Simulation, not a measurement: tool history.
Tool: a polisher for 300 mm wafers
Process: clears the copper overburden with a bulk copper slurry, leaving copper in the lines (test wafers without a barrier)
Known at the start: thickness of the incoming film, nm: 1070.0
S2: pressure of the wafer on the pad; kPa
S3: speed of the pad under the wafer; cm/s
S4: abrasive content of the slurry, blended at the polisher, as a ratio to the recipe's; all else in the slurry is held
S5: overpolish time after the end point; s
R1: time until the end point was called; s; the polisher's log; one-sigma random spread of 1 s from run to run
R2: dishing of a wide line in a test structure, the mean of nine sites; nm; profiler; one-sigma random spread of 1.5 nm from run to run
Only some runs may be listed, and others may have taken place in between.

{"run": 1, "hour": 0.0, "flow of slurry (ml/min)": 285, "S2": 16.5, "S3": 118, "S4": 1, "S5": 19, "R1": 141.98, "R2": 60.095}
{"run": 2, "hour": 6.4, "flow of slurry (ml/min)": 285, "S2": 17.2, "S3": 118, "S4": 1, "S5": 19, "R1": 140.86, "R2": 60.52}
{"run": 3, "hour": 8.6, "flow of slurry (ml/min)": 285, "S2": 17.9, "S3": 120, "S4": 1, "S5": 19, "R1": 133.74, "R2": 65.809}
{"run": 4, "hour": 14.3, "flow of slurry (ml/min)": 285, "S2": 18.6, "S3": 122, "S4": 1, "S5": 18, "R1": 125.57, "R2": 61.229}
{"run": 5, "hour": 19.7, "flow of slurry (ml/min)": 285, "S2": 19.3, "S3": 122, "S4": 1, "S5": 18, "R1": 119.98, "R2": 62.916}
{"run": 6, "hour": 20.4, "flow of slurry (ml/min)": 285, "S2": 20, "S3": 122, "S4": 1, "S5": 18, "R1": 117.21, "R2": 66.131}

Run 7 is up next; what results do you expect?
{"run": 7, "hour": 22.4, "flow of slurry (ml/min)": 285, "S2": 20.7, "S3": 122, "S4": 1, "S5": 18, "R1": "?", "R2": "?"}

R1: 115.64 s
R2: 68.358 nm

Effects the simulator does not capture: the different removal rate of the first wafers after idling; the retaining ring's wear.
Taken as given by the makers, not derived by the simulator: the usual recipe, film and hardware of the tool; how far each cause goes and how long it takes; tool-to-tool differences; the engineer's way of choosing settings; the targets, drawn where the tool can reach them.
